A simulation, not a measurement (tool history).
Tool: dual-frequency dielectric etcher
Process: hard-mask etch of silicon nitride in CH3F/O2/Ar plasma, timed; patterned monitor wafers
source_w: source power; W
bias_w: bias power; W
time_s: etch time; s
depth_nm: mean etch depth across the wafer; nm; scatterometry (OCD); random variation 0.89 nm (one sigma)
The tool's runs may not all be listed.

Run 1, hour 0: source_w 530 W, bias_w 84 W, time_s 259.5 s. Result: depth_nm 226.11 nm.
Run 2, hour 8.8: source_w 570 W, bias_w 85 W, time_s 259.5 s. Result: depth_nm 236.4 nm.
Run 3, hour 15.6: source_w 570 W, bias_w 85 W, time_s 270 s. Result: depth_nm 246.61 nm.
Run 4, hour 21.6: source_w 490 W, bias_w 85 W, time_s 270 s. Result: depth_nm 229.1 nm.
Run 5, hour 28.1: source_w 520 W, bias_w 85 W, time_s 270 s. Result: depth_nm 235.01 nm.
Run 6, hour 35.7: source_w 550 W, bias_w 85 W, time_s 270 s. Result: depth_nm 241.5 nm.
Run 7, hour 37.5: source_w 570 W, bias_w 85 W, time_s 270 s. Result: depth_nm 245.51 nm.
Run 8, hour 41.8: source_w 590 W, bias_w 85 W, time_s 270 s. Result: depth_nm 248.55 nm.
Run 9, hour 48.8: source_w 590 W, bias_w 85 W, time_s 270 s. Result: depth_nm 250.29 nm.

The next listed run, before its measurement:
Run 10, hour 55.3: source_w 600 W, bias_w 85 W, time_s 270 s. Result: depth_nm ?.

Run 10 gave depth_nm 250.21 nm.
